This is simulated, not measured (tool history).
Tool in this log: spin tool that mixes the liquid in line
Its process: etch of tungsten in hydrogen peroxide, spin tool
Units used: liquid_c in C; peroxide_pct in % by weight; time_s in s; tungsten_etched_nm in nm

run	hour	liquid_c	peroxide_pct	time_s	tungsten_etched_nm
1	0.0	43.0	15.5	45	31.818
2	6.1	43.0	14.0	45	29.844
3	10.0	43.0	12.0	45	27.638
4	17.5	42.5	12.0	45	26.898
5	25.3	42.5	12.0	50	29.973
6	28.0	41.5	12.0	50	28.028
# hour 33.2: new drum of peroxide connected
7	33.2	41.0	12.0	50	28.057
8	41.3	40.5	12.0	50	27.401

Run 9 is up next; what results do you expect?
9	45.0	40.0	12.0	50	?

{"run 9": {"tungsten_etched_nm": 26.174}}

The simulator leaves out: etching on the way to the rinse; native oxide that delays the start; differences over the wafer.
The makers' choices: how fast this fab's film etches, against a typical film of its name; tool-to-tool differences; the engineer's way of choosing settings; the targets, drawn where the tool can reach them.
